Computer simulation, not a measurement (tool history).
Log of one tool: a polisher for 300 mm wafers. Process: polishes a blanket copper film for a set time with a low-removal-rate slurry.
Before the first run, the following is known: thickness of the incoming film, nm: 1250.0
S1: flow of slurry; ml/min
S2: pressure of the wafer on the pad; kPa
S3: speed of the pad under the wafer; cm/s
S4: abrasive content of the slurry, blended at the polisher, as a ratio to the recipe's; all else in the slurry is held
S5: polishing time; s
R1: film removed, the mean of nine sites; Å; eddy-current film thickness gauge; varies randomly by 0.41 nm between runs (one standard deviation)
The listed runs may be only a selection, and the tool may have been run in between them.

run    day   S1    S2   S3  S4  S5      R1
  1      0  250  11.7  136   1  30  839.22
  2  0.358  245  10.3  136   1  30   741.2
  3  0.596  240   9.7  136   1  30  688.21
  4  0.825  230     9  136   1  30  645.74
  5  0.975  260     9  136   1  30     652
  6  1.317  235     9  136   1  30  637.94
  7  1.467  225     9  136   1  30  642.11
  8    1.5  220   8.3  136   1  30  593.19

Run 9 is up next; what results do you expect?
  9  1.646  210  8.3  136   1  30   ?

{"run 9": {"R1": 577.28}}
